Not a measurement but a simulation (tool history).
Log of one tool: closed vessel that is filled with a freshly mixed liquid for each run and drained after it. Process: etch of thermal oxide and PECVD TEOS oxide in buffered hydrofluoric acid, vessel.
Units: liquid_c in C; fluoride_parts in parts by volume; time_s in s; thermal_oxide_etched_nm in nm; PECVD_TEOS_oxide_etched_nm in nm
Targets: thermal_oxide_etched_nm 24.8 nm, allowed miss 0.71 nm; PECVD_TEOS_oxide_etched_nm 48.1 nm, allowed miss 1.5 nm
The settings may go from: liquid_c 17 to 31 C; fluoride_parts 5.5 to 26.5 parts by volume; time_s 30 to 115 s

| run | hour | liquid_c | fluoride_parts | time_s | thermal_oxide_etched_nm | PECVD_TEOS_oxide_etched_nm |
|---|---|---|---|---|---|---|
| 1 | 0 | 23 | 16 | 60 | 43.346 | 81.871 |
| 2 | 5 | 20.5 | 16 | 60 | 36.868 | 71.317 |
| 3 | 7.4 | 20.5 | 16 | 50 | 30.734 | 59.24 |
| 4 | 16.1 | 23 | 16 | 50 | 35.267 | 68.929 |
| 5 | 24.4 | 22 | 16 | 50 | 33.526 | 64.736 |
| 6 | 31.1 | 22 | 18 | 50 | 29.878 | 58.024 |
| 7 | 32.7 | 21.5 | 18 | 50 | 28.757 | 56.309 |
| 8 | 34.9 | 21 | 18 | 50 | 28.315 | 54.553 |
| 9 | 37.7 | 20.5 | 18 | 50 | 27.402 | 53.227 |
| 10 | 39.3 | 20.5 | 18 | 50 | 27.427 | 53.621 |

Which of these 5 next moves meets every target?
| A | 40.9 | 18.5 | 22.5 | 65 | ? | ? |
| B | 40.9 | 17 | 18 | 55 | ? | ? |
| C | 40.9 | 17.5 | 22.5 | 70 | ? | ? |
| D | 40.9 | 19 | 25.5 | 70 | ? | ? |
| E | 40.9 | 21 | 17 | 45 | ? | ? |

| move | thermal_oxide_etched_nm | PECVD_TEOS_oxide_etched_nm |
|---|---|---|
| A | 26.684 | 52.086 |
| B | 24.955 | 48.71 |
| C | 27.146 | 52.988 |
| D | 27.112 | 52.921 |
| E | 27.078 | 52.855 |
A: nearer than the last run, and not there yet
B: meets every target
C: nearer than the last run, and not there yet
D: nearer than the last run, and not there yet
E: nearer than the last run, and not there yet
The right move is B.

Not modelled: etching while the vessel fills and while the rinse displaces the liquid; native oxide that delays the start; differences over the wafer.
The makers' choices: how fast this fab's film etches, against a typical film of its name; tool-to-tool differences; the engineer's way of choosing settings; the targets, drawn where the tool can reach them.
